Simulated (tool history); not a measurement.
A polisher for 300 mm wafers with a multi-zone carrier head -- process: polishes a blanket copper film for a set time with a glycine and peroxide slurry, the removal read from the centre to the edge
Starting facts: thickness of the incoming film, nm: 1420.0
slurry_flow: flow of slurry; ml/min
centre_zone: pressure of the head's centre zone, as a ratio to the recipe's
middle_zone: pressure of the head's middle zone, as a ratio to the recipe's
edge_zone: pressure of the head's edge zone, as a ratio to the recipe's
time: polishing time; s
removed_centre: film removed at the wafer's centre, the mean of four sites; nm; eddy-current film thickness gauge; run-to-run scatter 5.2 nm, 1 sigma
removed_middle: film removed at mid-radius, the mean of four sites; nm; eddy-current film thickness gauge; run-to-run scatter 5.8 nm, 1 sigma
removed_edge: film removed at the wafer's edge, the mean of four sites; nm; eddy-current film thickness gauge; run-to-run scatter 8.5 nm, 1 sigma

{"run": 1, "hour": 0.0, "slurry_flow": 310, "centre_zone": 1, "middle_zone": 1, "edge_zone": 1, "time": 72, "removed_centre": 377.57, "removed_middle": 393.6, "removed_edge": 388.74}
{"run": 2, "hour": 7.0, "slurry_flow": 310, "centre_zone": 1, "middle_zone": 0.92, "edge_zone": 1, "time": 72, "removed_centre": 383, "removed_middle": 374.71, "removed_edge": 392.66}
{"run": 3, "hour": 11.5, "slurry_flow": 240, "centre_zone": 1, "middle_zone": 0.92, "edge_zone": 1, "time": 72, "removed_centre": 372.89, "removed_middle": 364.41, "removed_edge": 380.16}
{"run": 4, "hour": 16.7, "slurry_flow": 240, "centre_zone": 1, "middle_zone": 0.92, "edge_zone": 1.05, "time": 72, "removed_centre": 373.07, "removed_middle": 359.66, "removed_edge": 384.92}
{"run": 5, "hour": 20.2, "slurry_flow": 250, "centre_zone": 1.01, "middle_zone": 0.94, "edge_zone": 1.05, "time": 75, "removed_centre": 387.38, "removed_middle": 387.87, "removed_edge": 407.14}
{"hour": 21.9, "done": "worn pad replaced by a new one"}
{"run": 6, "hour": 21.9, "slurry_flow": 250, "centre_zone": 1.01, "middle_zone": 0.94, "edge_zone": 1.05, "time": 62, "removed_centre": 342.72, "removed_middle": 334.29, "removed_edge": 359.02}
{"run": 7, "hour": 24.6, "slurry_flow": 260, "centre_zone": 1.02, "middle_zone": 0.96, "edge_zone": 1.07, "time": 66, "removed_centre": 377.93, "removed_middle": 362.92, "removed_edge": 386.14}
{"run": 8, "hour": 28.8, "slurry_flow": 270, "centre_zone": 1.02, "middle_zone": 0.98, "edge_zone": 1.08, "time": 68, "removed_centre": 385.19, "removed_middle": 380.92, "removed_edge": 398.17}
{"run": 9, "hour": 31.3, "slurry_flow": 270, "centre_zone": 1.02, "middle_zone": 0.98, "edge_zone": 1.08, "time": 68, "removed_centre": 384.81, "removed_middle": 382.83, "removed_edge": 396.82}
{"run": 10, "hour": 38.0, "slurry_flow": 280, "centre_zone": 1.03, "middle_zone": 0.99, "edge_zone": 1.09, "time": 70, "removed_centre": 400.74, "removed_middle": 402.35, "removed_edge": 418.43}
{"run": 11, "hour": 42.9, "slurry_flow": 295, "centre_zone": 1.04, "middle_zone": 1.01, "edge_zone": 1.1, "time": 71, "removed_centre": 413.91, "removed_middle": 413.42, "removed_edge": 430.24}
{"run": 12, "hour": 50.2, "slurry_flow": 300, "centre_zone": 1.05, "middle_zone": 1.03, "edge_zone": 1.11, "time": 72, "removed_centre": 427.08, "removed_middle": 425.27, "removed_edge": 437.18}
{"run": 13, "hour": 53.8, "slurry_flow": 305, "centre_zone": 1.06, "middle_zone": 1.04, "edge_zone": 1.12, "time": 73, "removed_centre": 438.16, "removed_middle": 435.01, "removed_edge": 444.66}

Estimate the outcome of run 14 from the log above:
{"run": 14, "hour": 56.2, "slurry_flow": 310, "centre_zone": 1.06, "middle_zone": 1.05, "edge_zone": 1.13, "time": 75, "removed_centre": "?", "removed_middle": "?", "removed_edge": "?"}

removed_centre: 438.06 nm
removed_middle: 446.3 nm
removed_edge: 463.98 nm

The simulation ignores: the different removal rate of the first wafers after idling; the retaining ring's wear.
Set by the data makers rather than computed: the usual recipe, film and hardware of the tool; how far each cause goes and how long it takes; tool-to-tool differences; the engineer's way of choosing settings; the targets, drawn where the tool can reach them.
